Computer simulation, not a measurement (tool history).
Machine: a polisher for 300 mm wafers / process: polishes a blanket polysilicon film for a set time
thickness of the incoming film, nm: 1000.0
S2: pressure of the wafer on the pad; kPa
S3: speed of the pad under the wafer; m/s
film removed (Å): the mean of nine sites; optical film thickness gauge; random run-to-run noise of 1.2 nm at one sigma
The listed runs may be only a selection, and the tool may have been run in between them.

{"run": 1, "day": 0.0, "flow of slurry (ml/min)": 265, "S2": 18.6, "S3": 0.98, "polishing time (s)": 27, "film removed (Å)": 2546.9}
{"run": 2, "day": 0.025, "flow of slurry (ml/min)": 265, "S2": 16.5, "S3": 0.94, "polishing time (s)": 27, "film removed (Å)": 2196.1}
{"run": 3, "day": 0.05, "flow of slurry (ml/min)": 265, "S2": 20.0, "S3": 0.94, "polishing time (s)": 27, "film removed (Å)": 2631.0}
{"run": 4, "day": 0.412, "flow of slurry (ml/min)": 265, "S2": 20.0, "S3": 0.94, "polishing time (s)": 24, "film removed (Å)": 2350.7}
{"run": 5, "day": 0.562, "flow of slurry (ml/min)": 215, "S2": 20.0, "S3": 0.94, "polishing time (s)": 24, "film removed (Å)": 2277.4}
{"run": 6, "day": 0.729, "flow of slurry (ml/min)": 215, "S2": 17.9, "S3": 0.94, "polishing time (s)": 24, "film removed (Å)": 2095.0}
{"run": 7, "day": 0.85, "flow of slurry (ml/min)": 210, "S2": 13.1, "S3": 0.84, "polishing time (s)": 24, "film removed (Å)": 1430.5}

What does the tool deliver on the next run?
{"run": 8, "day": 0.979, "flow of slurry (ml/min)": 210, "S2": 13.1, "S3": 0.84, "polishing time (s)": 24, "film removed (Å)": "?"}

Run 8 yielded film removed (Å) 1431.4.
